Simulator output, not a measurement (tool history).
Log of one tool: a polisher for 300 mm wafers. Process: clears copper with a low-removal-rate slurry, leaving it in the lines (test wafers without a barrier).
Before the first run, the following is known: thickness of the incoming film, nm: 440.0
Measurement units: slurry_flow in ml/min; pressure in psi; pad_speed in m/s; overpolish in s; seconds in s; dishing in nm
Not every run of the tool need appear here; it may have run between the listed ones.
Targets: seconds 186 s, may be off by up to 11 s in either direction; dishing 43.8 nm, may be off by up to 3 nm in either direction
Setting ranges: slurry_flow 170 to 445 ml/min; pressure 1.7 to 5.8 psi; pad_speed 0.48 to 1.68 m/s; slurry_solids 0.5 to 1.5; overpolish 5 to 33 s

run  hour  slurry_flow  pressure  pad_speed  slurry_solids  overpolish  seconds  dishing
  1     0          285       3.7       1.08              1          17   143.75   40.805
  2     9          285       3.6       1.08              1          18   151.13   40.553
  3   9.6          285       3.5       1.08              1          19    150.5   41.395
  4  17.4          285       3.5       1.08              1          23   149.75   49.308
  5  21.6          235       3.5       1.08              1          23   154.11   47.492
  6  27.9          235       3.5        1.2              1          23   138.33   51.585
  7  35.1          235       3.4        1.2              1          23   147.88   50.348
  8  42.3          235       3.3        1.2              1          23   146.84   51.441
       43  -- slurry blender recalibrated
  9    43          235       2.3       1.16              1          24   207.73   38.506

5 candidate next runs follow, results not yet known. Just one meets every target within its allowed miss. Identify it.
  A  43.7          210       2.6       1.28           1.05          25        ?        ?
  B  43.7          245       2.9       0.98            1.2          24        ?        ?
  C  43.7          265       2.5       1.24           1.15          19        ?        ?
  D  43.7          210       2.9        1.2            0.8          22        ?        ?
  E  43.7          170       2.7        1.1           0.95          32        ?        ?

move  seconds  dishing
   A   165.55   48.356
   B   185.76   42.843
   C   171.05   37.456
   D   167.81   43.365
   E   191.97   52.419
A: the result that was furthest off in the last run now lies on the other side of its target
B: all results land within tolerance of their targets
C: the result that was furthest off in the last run now lies on the other side of its target
D: the result that was furthest off in the last run now lies on the other side of its target
E: the worst result of the last run now meets its target, but another is out of spec
B meets every target.
